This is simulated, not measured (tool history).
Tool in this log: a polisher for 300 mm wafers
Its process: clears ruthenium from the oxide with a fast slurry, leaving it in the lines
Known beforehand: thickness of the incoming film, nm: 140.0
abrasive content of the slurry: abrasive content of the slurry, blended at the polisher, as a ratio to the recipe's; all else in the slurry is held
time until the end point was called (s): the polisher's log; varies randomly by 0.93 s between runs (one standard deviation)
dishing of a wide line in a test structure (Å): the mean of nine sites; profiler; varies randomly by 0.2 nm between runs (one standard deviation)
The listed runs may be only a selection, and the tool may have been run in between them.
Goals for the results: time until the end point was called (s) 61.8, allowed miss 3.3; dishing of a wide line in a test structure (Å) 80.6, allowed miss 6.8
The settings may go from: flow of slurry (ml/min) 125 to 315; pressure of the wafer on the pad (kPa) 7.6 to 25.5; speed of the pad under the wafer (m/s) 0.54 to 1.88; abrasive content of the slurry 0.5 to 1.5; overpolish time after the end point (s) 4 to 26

run	hour	flow of slurry (ml/min)	pressure of the wafer on the pad (kPa)	speed of the pad under the wafer (m/s)	abrasive content of the slurry	overpolish time after the end point (s)	time until the end point was called (s)	dishing of a wide line in a test structure (Å)
1	0	205	16.5	1.2	1	13	35.441	431.59
2	2.8	205	16.5	1.2	0.8	13	39.133	383.44
3	7.7	205	16.5	1.02	0.8	13	45.251	330.33
4	11.4	215	17.2	0.9	0.7	11	52.044	241.88
5	20	240	17.9	0.8	0.65	9	57.067	189.12
6	24.6	240	17.9	0.8	0.55	9	62.742	173.44
7	28.3	260	18.6	0.74	0.55	8	65.743	142.86
8	32.9	260	18.6	0.74	0.55	8	64.365	145.66
9	39.6	275	20	0.68	0.55	7	68.003	127.92
10	44	285	21.4	0.66	0.55	6	64.289	120.09
11	45.7	285	21.4	0.66	0.55	6	62.818	112.69
12	52.6	295	22.1	0.62	0.55	5	66.706	95.559
13	56.4	300	22.8	0.6	0.55	5	65.11	93.916
14	63.7	300	22.8	0.6	0.55	5	64.56	94.27
15	70.4	305	23.4	0.58	0.55	5	66.9	95.267
16	74.8	310	24.1	0.56	0.55	5	67.682	96.473
17	82.1	310	22.8	0.62	0.55	5	65.178	99.366
18	83	305	23.4	0.6	0.55	5	63.698	101.91

Exercise: of the 5 proposed moves below, exactly one satisfies all targets within the stated allowed misses. Which move is it?
A	83.9	315	23.4	0.62	0.5	6	?	?
B	83.9	315	24.8	0.6	0.55	7	?	?
C	83.9	260	18.6	0.66	0.75	4	?	?
D	83.9	295	24.1	0.58	0.5	4	?	?
E	83.9	305	22.1	0.56	0.6	7	?	?

move	time until the end point was called (s)	dishing of a wide line in a test structure (Å)
A	66.297	116
B	61.443	144.86
C	63.424	81.598
D	69.124	75.002
E	69.96	127.83
A: moves away from the targets compared with the last run
B: moves away from the targets compared with the last run
C: all results land within tolerance of their targets
D: puts the biggest miss on target and leaves a different result outside tolerance
E: moves away from the targets compared with the last run
C meets every target.
